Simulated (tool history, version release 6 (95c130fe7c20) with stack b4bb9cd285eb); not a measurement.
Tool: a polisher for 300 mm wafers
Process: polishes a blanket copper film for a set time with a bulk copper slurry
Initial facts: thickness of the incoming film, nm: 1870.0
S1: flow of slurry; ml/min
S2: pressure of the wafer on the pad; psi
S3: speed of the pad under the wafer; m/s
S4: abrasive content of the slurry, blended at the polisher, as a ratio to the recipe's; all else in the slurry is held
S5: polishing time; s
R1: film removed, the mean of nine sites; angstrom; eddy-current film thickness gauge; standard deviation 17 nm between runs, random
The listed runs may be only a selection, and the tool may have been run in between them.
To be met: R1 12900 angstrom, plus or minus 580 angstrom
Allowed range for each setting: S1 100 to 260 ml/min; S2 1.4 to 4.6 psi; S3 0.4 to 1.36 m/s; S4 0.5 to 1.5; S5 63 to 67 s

run  hour   S1   S2    S3  S4  S5      R1
  1     0  165    3  0.88   1  63    6339
  2   2.8  165  2.6  0.88   1  63  5306.7
  3   4.2  165  3.2  0.88   1  63  6632.6
  4  12.5  165  3.2  0.98   1  63    7374
  5  13.7  165  3.6  0.98   1  63  8296.1
  6  16.1  165  3.8     1   1  63  8884.9
  7  19.9  165  3.9  1.02   1  63  9204.9
  8  26.1  165    4  1.04   1  63  9632.9
  9  28.6  165  4.1  1.06   1  63   10392
 10  32.3  165  4.2  1.06   1  63   10357
 11    36  165  4.3  1.08   1  63   10635
 12  41.8  165  4.4   1.1   1  63   11078

Which one of the following 4 next-run settings gets every result inside its allowed miss? There is exactly one.
  A  47.6  180  4.6  1.08   1.1  67   ?
  B  47.6  210    4  0.98  1.15  63   ?
  C  47.6  170  4.2  1.08     1  67   ?
  D  47.6  215  4.6     1     1  65   ?

move      R1
   A   12493
   B  9654.8
   C   11120
   D   11425
A: every result within its allowed miss
B: moves away from the targets compared with the last run
C: about the same distance from the targets as the last run
D: better than the last run, though not everything is in spec
A is the move that brings every result within its allowed miss.
